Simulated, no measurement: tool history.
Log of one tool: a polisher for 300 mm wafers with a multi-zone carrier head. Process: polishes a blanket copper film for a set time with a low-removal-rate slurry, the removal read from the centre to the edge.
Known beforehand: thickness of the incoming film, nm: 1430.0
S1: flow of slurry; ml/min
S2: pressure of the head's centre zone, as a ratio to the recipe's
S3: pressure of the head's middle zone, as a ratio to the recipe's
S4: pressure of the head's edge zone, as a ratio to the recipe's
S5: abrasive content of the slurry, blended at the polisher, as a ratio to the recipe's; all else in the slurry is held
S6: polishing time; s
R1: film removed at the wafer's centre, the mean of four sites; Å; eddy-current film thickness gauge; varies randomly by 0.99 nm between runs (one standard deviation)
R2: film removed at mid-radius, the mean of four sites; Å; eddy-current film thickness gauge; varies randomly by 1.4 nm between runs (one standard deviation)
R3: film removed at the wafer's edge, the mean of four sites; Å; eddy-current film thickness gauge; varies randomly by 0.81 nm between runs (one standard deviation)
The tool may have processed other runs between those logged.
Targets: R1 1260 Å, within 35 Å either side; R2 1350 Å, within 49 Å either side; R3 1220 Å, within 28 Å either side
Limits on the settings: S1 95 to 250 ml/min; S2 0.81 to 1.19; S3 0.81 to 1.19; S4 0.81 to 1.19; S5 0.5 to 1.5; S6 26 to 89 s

run,hour,S1,S2,S3,S4,S5,S6,R1,R2,R3
1,0,160,1,1,1,1,57,1701.9,1737.3,1723
2,1.9,160,1,0.97,1,1,57,1707.8,1704.3,1729.5
3,8.5,160,1,0.97,1,0.85,57,1638.8,1604,1649.2
4,10.6,180,1,0.97,1,0.85,57,1648,1643.6,1658.5
5,13.6,185,0.99,0.98,0.97,0.8,56,1619.4,1607.3,1601.1
6,16.2,215,0.99,0.98,0.97,0.8,56,1628.9,1662.5,1638.6
7,20.5,205,0.98,0.99,0.94,0.75,55,1546.7,1577.9,1545.6
8,26.9,195,0.97,1.01,0.92,0.7,54,1460.7,1512.7,1457
9,31.6,185,0.97,1.02,0.9,0.65,54,1440.5,1491.1,1396.9
10,32.8,175,0.96,1.02,0.88,0.65,54,1379.8,1486.6,1386.9
11,36.5,170,0.96,1.02,0.87,0.6,54,1362.9,1475.2,1361.7

Consider the 5 candidate settings below. Which is the only one whose results all fall within their allowed miss of target?
A,40.2,155,0.84,1.18,0.81,0.65,57,?,?,?
B,40.2,190,1.18,0.99,0.85,0.5,52,?,?,?
C,40.2,145,0.91,0.92,0.95,0.6,50,?,?,?
D,40.2,180,1.01,1.03,0.85,0.6,49,?,?,?
E,40.2,155,1.01,1.08,0.93,0.7,46,?,?,?

move,R1,R2,R3
A,1259.1,1793,1394.1
B,1546.6,1340.3,1229.9
C,1153.8,1230,1271.6
D,1305.1,1370,1216.4
E,1248.6,1367.8,1218.1
A: further off than the last run
B: the furthest-off result lands on target, but another misses its tolerance
C: closes in on the targets versus the last run, not all within tolerance yet
D: the furthest-off result lands on target, but another misses its tolerance
E: all results in spec
The move that meets every target is E.
